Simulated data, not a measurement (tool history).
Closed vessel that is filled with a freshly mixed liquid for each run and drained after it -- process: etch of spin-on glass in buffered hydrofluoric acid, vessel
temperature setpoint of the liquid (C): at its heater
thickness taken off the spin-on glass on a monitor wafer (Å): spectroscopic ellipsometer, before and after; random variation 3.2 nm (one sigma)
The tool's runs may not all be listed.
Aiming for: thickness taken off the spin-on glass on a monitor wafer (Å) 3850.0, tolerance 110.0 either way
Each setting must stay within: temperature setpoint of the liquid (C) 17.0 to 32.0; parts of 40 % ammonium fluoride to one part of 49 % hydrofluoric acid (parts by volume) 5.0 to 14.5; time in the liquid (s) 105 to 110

run	day	temperature setpoint of the liquid (C)	parts of 40 % ammonium fluoride to one part of 49 % hydrofluoric acid (parts by volume)	time in the liquid (s)	thickness taken off the spin-on glass on a monitor wafer (Å)
1	0.000	24.0	9.0	105	6445.0
2	0.188	22.0	9.5	105	5593.6
3	0.296	20.5	10.0	105	4984.8
4	0.371	20.5	8.0	105	6168.3
5	0.758	20.5	8.0	110	6267.6
6	0.921	21.5	8.0	110	6743.3
7	1.217	20.5	9.0	110	5624.0
8	1.433	20.5	9.0	110	5603.6
9	1.662	19.5	9.5	110	5163.2
# day 1.725: thermometer replaced
10	1.725	19.0	10.0	110	4534.5
11	1.771	19.0	10.0	110	4449.0
12	2.150	18.5	10.0	110	4362.3

Pick the move, out of 4, that brings all results within their allowed miss; only one does.
A	2.529	17.0	10.0	105	?
B	2.529	17.0	10.5	105	?
C	2.529	17.5	11.0	105	?
D	2.529	18.0	11.5	105	?

move	thickness taken off the spin-on glass on a monitor wafer (Å)
A	3782.1
B	3606.5
C	3546.2
D	3493.4
A: every result within its allowed miss
B: takes the result that was furthest off past its target
C: takes the result that was furthest off past its target
D: takes the result that was furthest off past its target
Answer: A
